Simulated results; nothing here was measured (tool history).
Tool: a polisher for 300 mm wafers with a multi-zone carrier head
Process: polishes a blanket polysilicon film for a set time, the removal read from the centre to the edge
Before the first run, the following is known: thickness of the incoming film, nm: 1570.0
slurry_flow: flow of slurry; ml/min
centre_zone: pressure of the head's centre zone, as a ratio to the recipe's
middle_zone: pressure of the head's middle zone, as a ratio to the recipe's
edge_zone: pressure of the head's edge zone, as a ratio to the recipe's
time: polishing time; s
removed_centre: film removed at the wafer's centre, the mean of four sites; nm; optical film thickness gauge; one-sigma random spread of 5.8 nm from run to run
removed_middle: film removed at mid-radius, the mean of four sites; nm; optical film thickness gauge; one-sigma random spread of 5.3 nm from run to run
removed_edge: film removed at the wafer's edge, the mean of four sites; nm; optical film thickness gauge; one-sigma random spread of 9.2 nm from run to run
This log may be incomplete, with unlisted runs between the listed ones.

| run | hour | slurry_flow | centre_zone | middle_zone | edge_zone | time | removed_centre | removed_middle | removed_edge |
|---|---|---|---|---|---|---|---|---|---|
| 1 | 0.0 | 300 | 1.00 | 1.00 | 1.00 | 54 | 629.18 | 640.55 | 646.58 |
| 2 | 4.8 | 300 | 1.00 | 1.00 | 1.02 | 56 | 655.28 | 668.96 | 665.69 |
| 3 | 7.1 | 300 | 0.99 | 0.98 | 1.03 | 58 | 669.36 | 668.95 | 706.94 |
| 4 | 10.5 | 300 | 0.95 | 0.98 | 1.03 | 58 | 644.98 | 680.26 | 702.66 |
| 5 | 11.3 | 300 | 1.00 | 0.98 | 1.03 | 58 | 683.98 | 677.39 | 708.35 |
| 6 | 13.6 | 300 | 0.92 | 0.98 | 1.03 | 58 | 632.42 | 679.73 | 709.70 |
| 7 | 22.1 | 300 | 0.93 | 0.98 | 1.04 | 59 | 638.54 | 688.01 | 730.29 |

Predict the results of run 8:
| 8 | 23.4 | 305 | 0.94 | 0.98 | 1.05 | 60 | ? | ? | ? |

removed_centre: 665.96 nm
removed_middle: 702.93 nm
removed_edge: 737.81 nm
